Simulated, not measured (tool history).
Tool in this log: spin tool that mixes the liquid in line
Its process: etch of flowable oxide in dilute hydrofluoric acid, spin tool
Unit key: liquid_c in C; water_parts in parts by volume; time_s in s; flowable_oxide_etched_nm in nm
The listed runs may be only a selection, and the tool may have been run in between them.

run  hour  liquid_c  water_parts  time_s  flowable_oxide_etched_nm
  1     0        24          165      45                    5.2057
  2   5.7      21.5          165      45                     4.724
  3  12.7      21.5          200      45                    3.7641
  4  13.8      18.5          200      45                    3.3919
  5  17.9      20.5          195      45                    3.6649
  6  22.4      22.5          190      45                    4.1951

What does the tool deliver on the next run?
  7  29.8        24          190      45                         ?

{"run 7": {"flowable_oxide_etched_nm": 4.3833}}
